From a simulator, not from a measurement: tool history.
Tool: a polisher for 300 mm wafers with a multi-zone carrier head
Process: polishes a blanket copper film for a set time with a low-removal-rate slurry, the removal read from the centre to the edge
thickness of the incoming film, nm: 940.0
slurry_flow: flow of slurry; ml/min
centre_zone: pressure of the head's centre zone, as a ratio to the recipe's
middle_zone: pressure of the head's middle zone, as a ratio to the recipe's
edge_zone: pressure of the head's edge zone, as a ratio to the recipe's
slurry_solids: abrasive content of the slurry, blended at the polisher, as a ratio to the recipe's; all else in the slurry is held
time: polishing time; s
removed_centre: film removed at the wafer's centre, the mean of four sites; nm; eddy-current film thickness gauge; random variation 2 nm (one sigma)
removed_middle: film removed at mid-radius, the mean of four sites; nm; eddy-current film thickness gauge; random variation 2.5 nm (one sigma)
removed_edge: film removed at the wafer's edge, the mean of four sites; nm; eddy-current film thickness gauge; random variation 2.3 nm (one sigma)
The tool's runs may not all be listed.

run  hour  slurry_flow  centre_zone  middle_zone  edge_zone  slurry_solids  time  removed_centre  removed_middle  removed_edge
  1     0          310            1            1          1              1    73          213.98          207.78        221.51
  2   1.8          310         1.08            1          1              1    73          229.42          209.64        216.11
  3   9.1          310         1.08            1          1            1.2    73          238.51          215.21        221.78
  4  14.5          310         1.08            1          1            1.2    90           293.9          267.65        276.11
  5  21.3          335          1.1         1.03       1.01            1.2    90          302.55           276.1        279.51
  6    26          350         1.11         1.05       1.01            1.2    90          308.18          279.71        278.97
  7  27.5          365         1.11         1.07       1.02            1.2    90          304.55          287.93        287.13
  8  35.3          375         1.12         1.08       1.01            1.2    90          309.64          285.23        285.91

Run 9 comes next. What will it give?
  9  37.7          410         1.14         1.17       0.99            1.2    90               ?               ?             ?

{"run 9": {"removed_centre": 320.01, "removed_middle": 316.34, "removed_edge": 278.32}}

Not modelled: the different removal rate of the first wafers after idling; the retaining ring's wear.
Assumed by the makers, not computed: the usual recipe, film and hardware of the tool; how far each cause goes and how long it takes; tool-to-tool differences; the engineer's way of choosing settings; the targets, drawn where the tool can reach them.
